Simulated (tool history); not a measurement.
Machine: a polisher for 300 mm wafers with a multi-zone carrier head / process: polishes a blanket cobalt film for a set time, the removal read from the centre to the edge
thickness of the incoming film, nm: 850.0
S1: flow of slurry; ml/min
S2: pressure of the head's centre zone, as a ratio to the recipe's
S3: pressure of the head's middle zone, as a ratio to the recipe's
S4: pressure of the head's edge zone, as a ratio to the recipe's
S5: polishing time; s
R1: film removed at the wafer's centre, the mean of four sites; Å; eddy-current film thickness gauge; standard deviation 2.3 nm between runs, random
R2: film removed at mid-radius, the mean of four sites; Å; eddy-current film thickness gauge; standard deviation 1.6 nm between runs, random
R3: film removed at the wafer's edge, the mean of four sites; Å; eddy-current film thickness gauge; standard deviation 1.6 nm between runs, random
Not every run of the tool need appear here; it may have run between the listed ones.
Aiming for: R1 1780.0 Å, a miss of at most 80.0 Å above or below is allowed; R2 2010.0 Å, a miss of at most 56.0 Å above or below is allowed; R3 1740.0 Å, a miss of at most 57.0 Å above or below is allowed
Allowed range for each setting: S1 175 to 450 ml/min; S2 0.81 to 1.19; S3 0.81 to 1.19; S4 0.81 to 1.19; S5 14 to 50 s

run,day,S1,S2,S3,S4,S5,R1,R2,R3
1,0.000,290,1.00,1.00,1.00,32,1294.3,1303.3,1317.6
2,0.079,230,1.00,1.00,1.00,32,1304.8,1266.1,1280.6
3,0.300,255,1.02,1.05,1.01,34,1411.4,1418.1,1384.4
4,0.454,255,0.94,1.05,1.01,34,1288.1,1436.1,1391.5
5,0.667,270,0.97,1.08,1.01,36,1408.8,1563.2,1490.3
6,0.762,270,0.97,1.13,1.01,36,1460.3,1630.3,1490.9
7,1.129,285,0.98,1.14,1.01,37,1508.0,1704.6,1534.0
8,1.342,295,0.99,1.15,1.01,38,1575.3,1764.6,1577.1

4 next moves are on the table. One of them brings every result within its allowed miss. Which?
A,1.554,340,0.90,1.16,1.03,39,?,?,?
B,1.554,330,0.98,1.14,0.92,43,?,?,?
C,1.554,260,1.04,0.88,1.15,40,?,?,?
D,1.554,315,0.84,0.91,1.19,39,?,?,?

move,R1,R2,R3
A,1517.9,1856.2,1655.7
B,1799.8,2010.1,1726.6
C,1713.2,1463.6,1763.0
D,1414.3,1500.2,1777.7
A: closes in on the targets versus the last run, not all within tolerance yet
B: meets every target
C: lands further from the targets than the last run did
D: lands further from the targets than the last run did
The move that meets every target is B.

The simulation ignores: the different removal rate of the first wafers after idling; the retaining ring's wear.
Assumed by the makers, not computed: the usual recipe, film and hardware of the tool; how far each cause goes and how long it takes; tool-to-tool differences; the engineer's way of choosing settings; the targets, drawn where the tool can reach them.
